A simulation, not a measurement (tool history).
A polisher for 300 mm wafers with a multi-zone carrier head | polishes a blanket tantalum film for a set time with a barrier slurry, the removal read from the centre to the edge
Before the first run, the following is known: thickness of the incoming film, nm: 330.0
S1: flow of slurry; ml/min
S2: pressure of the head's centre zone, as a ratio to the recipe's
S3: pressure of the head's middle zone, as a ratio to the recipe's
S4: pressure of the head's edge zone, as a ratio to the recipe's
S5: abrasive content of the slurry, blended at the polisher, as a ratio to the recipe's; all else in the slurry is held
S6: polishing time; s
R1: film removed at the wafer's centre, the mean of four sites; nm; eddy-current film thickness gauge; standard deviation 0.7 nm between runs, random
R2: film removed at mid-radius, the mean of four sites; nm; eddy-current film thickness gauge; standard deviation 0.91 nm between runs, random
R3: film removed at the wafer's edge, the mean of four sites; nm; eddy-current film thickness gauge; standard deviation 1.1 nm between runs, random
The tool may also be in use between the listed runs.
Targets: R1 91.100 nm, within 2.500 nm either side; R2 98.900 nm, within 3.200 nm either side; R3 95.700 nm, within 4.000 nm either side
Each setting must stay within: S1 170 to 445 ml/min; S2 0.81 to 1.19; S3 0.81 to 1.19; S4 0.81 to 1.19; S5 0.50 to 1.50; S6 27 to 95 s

run    day   S1    S2    S3    S4    S5  S6      R1      R2      R3
  1  0.000  285  1.00  1.00  1.00  1.00  61  72.948  72.165  72.209
  2  0.358  285  1.00  1.04  1.00  1.00  61  72.360  73.013  72.014
  3  0.708  350  1.00  1.04  1.00  1.00  61  73.479  72.990  72.987
  4  0.750  400  1.00  1.04  1.00  1.00  61  73.657  74.974  73.017
  5  0.817  400  1.00  1.05  1.01  1.05  62  76.281  76.958  76.280
  6  1.188  400  1.00  1.07  1.01  1.10  63  77.960  79.256  78.734
  7  1.321  400  1.00  1.08  1.00  1.15  64  79.821  81.850  78.943
  8  1.429  400  1.00  1.09  1.01  1.20  65  81.105  86.563  82.932
  9  1.496  410  1.10  1.15  1.11  1.40  66  93.664  93.854  91.182
 10  1.700  410  1.10  1.15  1.11  1.40  66  94.433  93.201  91.748
 11  1.892  410  1.09  1.16  1.11  1.40  66  93.699  93.694  92.308
 12  2.242  410  1.08  1.16  1.11  1.40  66  93.691  94.194  91.585
 13  2.383  410  1.08  1.16  1.11  1.40  66  93.248  94.747  91.129
 14  2.700  410  1.07  1.16  1.12  1.40  66  93.186  94.209  91.697
 15  2.954  410  1.06  1.16  1.13  1.40  66  91.090  94.254  90.891

5 next moves are on the table. One of them brings every result within its allowed miss. Which?
  A  3.208  435  0.99  0.92  1.19  1.50  70   ?   ?   ?
  B  3.208  425  1.10  1.15  1.09  1.40  62   ?   ?   ?
  C  3.208  430  1.12  1.19  1.08  1.35  63   ?   ?   ?
  D  3.208  395  1.10  1.03  1.19  1.35  66   ?   ?   ?
  E  3.208  355  1.00  1.16  1.08  1.30  72   ?   ?   ?

move      R1      R2       R3
   A  92.336  85.572  102.170
   B  89.295  85.268   85.026
   C  91.719  87.904   85.356
   D  93.857  83.855   93.785
   E  92.038  97.069   95.989
A: its largest miss is bigger than the last run's
B: its largest miss is bigger than the last run's
C: its largest miss is bigger than the last run's
D: its largest miss is bigger than the last run's
E: hits every target within its allowed miss
The right move is E.
